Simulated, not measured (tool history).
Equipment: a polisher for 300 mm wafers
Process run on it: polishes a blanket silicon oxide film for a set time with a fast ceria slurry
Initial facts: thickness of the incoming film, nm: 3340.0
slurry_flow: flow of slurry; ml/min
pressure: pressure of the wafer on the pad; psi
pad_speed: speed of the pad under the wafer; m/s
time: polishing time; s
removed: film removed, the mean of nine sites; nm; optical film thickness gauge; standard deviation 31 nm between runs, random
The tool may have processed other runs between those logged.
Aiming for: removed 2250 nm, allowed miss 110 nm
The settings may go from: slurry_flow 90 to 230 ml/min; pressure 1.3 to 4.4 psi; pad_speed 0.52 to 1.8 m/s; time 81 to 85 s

{"run": 1, "hour": 0.0, "slurry_flow": 150, "pressure": 2.8, "pad_speed": 1.16, "time": 81, "removed": 1311.5}
{"run": 2, "hour": 2.8, "slurry_flow": 150, "pressure": 3.3, "pad_speed": 1.18, "time": 81, "removed": 1533.8}
{"run": 3, "hour": 7.5, "slurry_flow": 150, "pressure": 3.7, "pad_speed": 1.2, "time": 81, "removed": 1797.5}
{"run": 4, "hour": 12.0, "slurry_flow": 125, "pressure": 3.7, "pad_speed": 1.2, "time": 81, "removed": 1764.3}
{"run": 5, "hour": 13.8, "slurry_flow": 125, "pressure": 4.2, "pad_speed": 1.2, "time": 81, "removed": 1955.3}
{"run": 6, "hour": 15.9, "slurry_flow": 125, "pressure": 4.3, "pad_speed": 1.22, "time": 81, "removed": 2036.8}
{"run": 7, "hour": 16.9, "slurry_flow": 125, "pressure": 4.3, "pad_speed": 1.24, "time": 81, "removed": 2083.8}
{"run": 8, "hour": 20.4, "slurry_flow": 125, "pressure": 4.3, "pad_speed": 1.26, "time": 81, "removed": 2107.9}
{"run": 9, "hour": 25.6, "slurry_flow": 125, "pressure": 4.3, "pad_speed": 1.28, "time": 81, "removed": 2141}

Of the 5 settings listed for the next run, only one would bring every result within its allowed miss of target. Which one?
{"run": "A", "hour": 30.8, "slurry_flow": 90, "pressure": 4.4, "pad_speed": 1.18, "time": 85, "removed": "?"}
{"run": "B", "hour": 30.8, "slurry_flow": 100, "pressure": 4.3, "pad_speed": 1.26, "time": 81, "removed": "?"}
{"run": "C", "hour": 30.8, "slurry_flow": 145, "pressure": 4.3, "pad_speed": 1.12, "time": 83, "removed": "?"}
{"run": "D", "hour": 30.8, "slurry_flow": 110, "pressure": 4.3, "pad_speed": 1.36, "time": 83, "removed": "?"}
{"run": "E", "hour": 30.8, "slurry_flow": 145, "pressure": 4.2, "pad_speed": 1.22, "time": 81, "removed": "?"}

move=A removed=1974.5
move=B removed=1994.5
move=C removed=1926.5
move=D removed=2234.7
move=E removed=1996.2
A: its largest miss is bigger than the last run's
B: its largest miss is bigger than the last run's
C: its largest miss is bigger than the last run's
D: all results in spec
E: its largest miss is bigger than the last run's
Correct choice: D, which meets every target

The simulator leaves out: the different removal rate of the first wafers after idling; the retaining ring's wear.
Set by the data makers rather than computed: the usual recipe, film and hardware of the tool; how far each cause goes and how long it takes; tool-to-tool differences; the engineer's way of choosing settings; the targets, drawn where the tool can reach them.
